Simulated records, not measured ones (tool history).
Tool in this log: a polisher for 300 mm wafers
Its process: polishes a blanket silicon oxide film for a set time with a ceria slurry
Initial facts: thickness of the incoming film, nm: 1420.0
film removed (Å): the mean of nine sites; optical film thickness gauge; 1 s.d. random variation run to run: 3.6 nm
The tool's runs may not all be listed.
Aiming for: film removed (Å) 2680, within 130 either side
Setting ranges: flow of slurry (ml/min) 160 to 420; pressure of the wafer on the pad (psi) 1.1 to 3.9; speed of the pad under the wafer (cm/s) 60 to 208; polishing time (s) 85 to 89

run  hour  flow of slurry (ml/min)  pressure of the wafer on the pad (psi)  speed of the pad under the wafer (cm/s)  polishing time (s)  film removed (Å)
  1     0                      270                                     2.5                                      134                  85              3383
  2   7.8                      270                                     2.5                                      134                  85            3472.6
  3   9.7                      270                                     2.5                                      134                  89              3605
  4    17                      270                                       3                                      134                  89            4264.7
  5  18.8                      210                                       3                                      134                  89            4087.4
  6  25.4                      265                                       3                                      134                  89            4282.8
  7  29.2                      245                                     2.3                                      128                  89            3231.9
  8  30.6                      245                                     2.2                                      128                  89            3145.6
  9  31.6                      245                                     2.1                                      128                  89              3005
 10  35.1                      245                                     2.1                                      128                  89            3022.1
 11  38.6                      245                                       2                                      128                  89            2845.5

Pick the move, out of 4, that brings all results within their allowed miss; only one does.
  A  42.1                      320                                     2.1                                      130                  89                 ?
  B  42.1                      225                                     1.9                                      148                  85                 ?
  C  42.1                      250                                     1.9                                      126                  87                 ?
  D  42.1                      325                                       2                                      130                  89                 ?

move  film removed (Å)
   A            3087.2
   B            3008.8
   C            2652.7
   D              2967
A: misses by more than the last run did
B: misses by more than the last run did
C: each result inside its tolerance
D: misses by more than the last run did
Answer: C
